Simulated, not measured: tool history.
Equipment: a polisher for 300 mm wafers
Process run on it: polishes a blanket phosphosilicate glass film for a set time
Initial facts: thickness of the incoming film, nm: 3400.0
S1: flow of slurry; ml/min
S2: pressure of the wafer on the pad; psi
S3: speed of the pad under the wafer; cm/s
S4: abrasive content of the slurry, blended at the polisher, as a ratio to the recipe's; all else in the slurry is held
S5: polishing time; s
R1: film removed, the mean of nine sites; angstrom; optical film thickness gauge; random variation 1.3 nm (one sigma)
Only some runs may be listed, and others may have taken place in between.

| run | day | S1 | S2 | S3 | S4 | S5 | R1 |
|---|---|---|---|---|---|---|---|
| 1 | 0.000 | 185 | 2.3 | 86 | 1.0 | 64 | 3012.7 |
| 2 | 0.142 | 180 | 2.2 | 86 | 1.0 | 64 | 2882.2 |
| 3 | 0.312 | 180 | 2.1 | 86 | 1.0 | 64 | 2731.2 |
| 4 | 0.608 | 135 | 2.1 | 86 | 1.0 | 64 | 2603.4 |
| 5 | 0.729 | 135 | 2.6 | 86 | 1.0 | 64 | 3172.7 |
| 6 | 1.083 | 135 | 2.6 | 76 | 1.0 | 64 | 2911.6 |
| 7 | 1.271 | 135 | 2.5 | 76 | 1.0 | 64 | 2816.2 |

Run 8 is up next; what results do you expect?
| 8 | 1.462 | 135 | 2.4 | 76 | 1.0 | 64 | ? |

Run 8 came out at R1 2697.7 angstrom.
